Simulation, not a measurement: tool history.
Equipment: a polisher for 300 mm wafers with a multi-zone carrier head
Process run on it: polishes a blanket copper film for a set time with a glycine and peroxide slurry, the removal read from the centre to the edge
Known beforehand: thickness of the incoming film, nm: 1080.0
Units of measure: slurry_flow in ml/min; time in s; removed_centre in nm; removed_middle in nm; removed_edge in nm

run	hour	slurry_flow	centre_zone	middle_zone	edge_zone	time	removed_centre	removed_middle	removed_edge
1	0.0	185	1.00	1.00	1.00	63	451.26	471.19	455.50
2	1.8	185	1.00	1.05	1.00	63	451.67	494.52	460.27
3	8.0	185	1.00	1.05	0.96	63	453.28	484.57	444.89
4	14.2	185	1.06	1.05	0.96	63	481.81	495.18	446.67
5	20.7	180	1.06	1.01	0.96	60	458.35	452.09	425.58
6	24.9	155	1.06	1.01	0.96	60	439.23	427.90	418.76
7	28.2	125	1.04	0.91	0.90	42	282.31	262.11	271.48

Predict the results of run 8:
8	29.9	135	1.05	0.90	0.92	42	?	?	?

removed_centre: 293.91 nm
removed_middle: 263.27 nm
removed_edge: 276.13 nm

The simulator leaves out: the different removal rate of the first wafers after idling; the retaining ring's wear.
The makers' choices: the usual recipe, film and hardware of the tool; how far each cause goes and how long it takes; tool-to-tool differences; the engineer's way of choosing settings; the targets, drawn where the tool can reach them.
